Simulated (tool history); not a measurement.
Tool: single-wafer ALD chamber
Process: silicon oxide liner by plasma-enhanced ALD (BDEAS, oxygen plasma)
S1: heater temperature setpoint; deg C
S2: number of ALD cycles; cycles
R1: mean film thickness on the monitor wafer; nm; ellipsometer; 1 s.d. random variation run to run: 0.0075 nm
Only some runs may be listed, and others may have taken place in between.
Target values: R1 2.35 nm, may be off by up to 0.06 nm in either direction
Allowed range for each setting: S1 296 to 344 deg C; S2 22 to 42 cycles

Run 1, hour 0: S1 320 deg C, S2 32 cycles. Result: R1 2.8812 nm.
Run 2, hour 1.7: S1 320 deg C, S2 36 cycles. Result: R1 3.2704 nm.
Run 3, hour 7.2: S1 321 deg C, S2 33 cycles. Result: R1 2.9819 nm.
Run 4, hour 13.6: S1 321 deg C, S2 31 cycles. Result: R1 2.8 nm.
Run 5, hour 21.4: S1 311 deg C, S2 31 cycles. Result: R1 2.8352 nm.
Run 6, hour 24.7: S1 311 deg C, S2 29 cycles. Result: R1 2.6508 nm.
Run 7, hour 28.8: S1 311 deg C, S2 28 cycles. Result: R1 2.5533 nm.
Run 8, hour 34: S1 312 deg C, S2 25 cycles. Result: R1 2.2841 nm.

Consider the 4 candidate settings below. Which is the only one whose results all fall within their allowed miss of target?
Run A, hour 39.2: S1 314 deg C, S2 26 cycles. Result: R1 ?.
Run B, hour 39.2: S1 307 deg C, S2 24 cycles. Result: R1 ?.
Run C, hour 39.2: S1 317 deg C, S2 24 cycles. Result: R1 ?.
Run D, hour 39.2: S1 308 deg C, S2 23 cycles. Result: R1 ?.

move      R1
   A  2.3593
   B   2.197
   C  2.1696
   D  2.1028
A: all results land within tolerance of their targets
B: its largest miss is bigger than the last run's
C: its largest miss is bigger than the last run's
D: its largest miss is bigger than the last run's
Go with A: it meets all targets.

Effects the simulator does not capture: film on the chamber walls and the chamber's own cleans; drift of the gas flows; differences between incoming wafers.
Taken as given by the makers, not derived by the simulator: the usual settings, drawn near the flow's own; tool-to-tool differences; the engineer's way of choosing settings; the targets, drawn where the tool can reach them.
